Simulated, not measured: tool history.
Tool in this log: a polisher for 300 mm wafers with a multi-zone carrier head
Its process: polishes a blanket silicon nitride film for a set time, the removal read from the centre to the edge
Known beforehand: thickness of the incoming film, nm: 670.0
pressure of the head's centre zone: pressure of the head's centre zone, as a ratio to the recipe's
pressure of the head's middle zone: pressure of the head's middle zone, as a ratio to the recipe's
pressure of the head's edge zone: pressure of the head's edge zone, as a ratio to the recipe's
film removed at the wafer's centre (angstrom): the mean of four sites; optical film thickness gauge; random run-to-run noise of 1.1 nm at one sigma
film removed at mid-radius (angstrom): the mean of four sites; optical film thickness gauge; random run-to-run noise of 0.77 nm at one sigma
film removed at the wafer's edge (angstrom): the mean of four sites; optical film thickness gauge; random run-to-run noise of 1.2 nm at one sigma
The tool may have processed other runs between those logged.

| run | hour | flow of slurry (ml/min) | pressure of the head's centre zone | pressure of the head's middle zone | pressure of the head's edge zone | polishing time (s) | film removed at the wafer's centre (angstrom) | film removed at mid-radius (angstrom) | film removed at the wafer's edge (angstrom) |
|---|---|---|---|---|---|---|---|---|---|
| 1 | 0.0 | 165 | 1.00 | 1.00 | 1.00 | 61 | 1273.40 | 1255.80 | 1291.5 |
| 2 | 2.5 | 135 | 1.00 | 1.00 | 1.00 | 61 | 1237.40 | 1213.30 | 1274.3 |
| 3 | 5.1 | 140 | 1.00 | 1.00 | 0.98 | 59 | 1210.00 | 1190.80 | 1216.3 |
| 4 | 13.3 | 140 | 1.00 | 1.00 | 0.90 | 59 | 1202.20 | 1186.40 | 1159.8 |
| 5 | 17.9 | 180 | 1.00 | 1.00 | 0.90 | 59 | 1259.00 | 1258.30 | 1195.3 |
| 6 | 19.6 | 180 | 1.00 | 1.00 | 0.82 | 59 | 1259.00 | 1255.00 | 1142.1 |
| 7 | 24.1 | 180 | 1.00 | 1.00 | 0.82 | 59 | 1268.50 | 1238.80 | 1135.6 |
| 8 | 32.3 | 180 | 0.99 | 0.99 | 0.82 | 57 | 1236.10 | 1209.10 | 1123.9 |
| 9 | 39.4 | 175 | 0.99 | 0.99 | 0.82 | 55 | 1145.60 | 1130.60 | 1084.0 |

Run 10 comes next. What will it give?
| 10 | 40.2 | 150 | 1.02 | 1.03 | 0.81 | 43 | ? | ? | ? |

film removed at the wafer's centre (angstrom): 919.39
film removed at mid-radius (angstrom): 885.65
film removed at the wafer's edge (angstrom): 830.5

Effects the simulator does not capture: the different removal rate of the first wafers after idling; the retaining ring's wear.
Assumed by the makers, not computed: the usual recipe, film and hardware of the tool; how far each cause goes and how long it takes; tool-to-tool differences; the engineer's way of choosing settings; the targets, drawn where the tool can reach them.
